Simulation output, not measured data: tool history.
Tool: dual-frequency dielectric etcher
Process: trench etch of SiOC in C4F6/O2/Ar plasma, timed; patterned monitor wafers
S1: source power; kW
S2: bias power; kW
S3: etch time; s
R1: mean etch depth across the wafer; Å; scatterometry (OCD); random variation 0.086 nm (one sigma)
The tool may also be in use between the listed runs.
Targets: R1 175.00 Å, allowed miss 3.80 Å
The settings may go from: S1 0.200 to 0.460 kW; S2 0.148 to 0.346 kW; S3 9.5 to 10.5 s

Run 1, hour 0.0: S1 0.330 kW, S2 0.247 kW, S3 10.5 s. Result: R1 209.59 Å.
Run 2, hour 3.3: S1 0.360 kW, S2 0.247 kW, S3 10.5 s. Result: R1 214.25 Å.
Run 3, hour 11.4: S1 0.360 kW, S2 0.288 kW, S3 10.5 s. Result: R1 226.15 Å.
Run 4, hour 17.7: S1 0.320 kW, S2 0.257 kW, S3 10.5 s. Result: R1 208.18 Å.
Run 5, hour 25.8: S1 0.320 kW, S2 0.257 kW, S3 10.5 s. Result: R1 209.89 Å.
Run 6, hour 28.8: S1 0.290 kW, S2 0.234 kW, S3 10.5 s. Result: R1 195.96 Å.
Run 7, hour 34.5: S1 0.270 kW, S2 0.226 kW, S3 10.5 s. Result: R1 187.74 Å.
At hour 42.2: source power generator calibrated.
Run 8, hour 42.2: S1 0.250 kW, S2 0.223 kW, S3 10.5 s. Result: R1 186.48 Å.
Run 9, hour 50.6: S1 0.240 kW, S2 0.217 kW, S3 10.5 s. Result: R1 181.12 Å.

Which of these 4 next moves meets every target?
Run A, hour 59.0: S1 0.250 kW, S2 0.229 kW, S3 10.5 s. Result: R1 ?.
Run B, hour 59.0: S1 0.250 kW, S2 0.247 kW, S3 10.0 s. Result: R1 ?.
Run C, hour 59.0: S1 0.260 kW, S2 0.219 kW, S3 10.5 s. Result: R1 ?.
Run D, hour 59.0: S1 0.210 kW, S2 0.234 kW, S3 10.5 s. Result: R1 ?.

move      R1
   A  185.37
   B  180.76
   C  185.52
   D  175.04
A: further off than the last run
B: nearer than the last run, and not there yet
C: further off than the last run
D: meets every target
The right move is D.
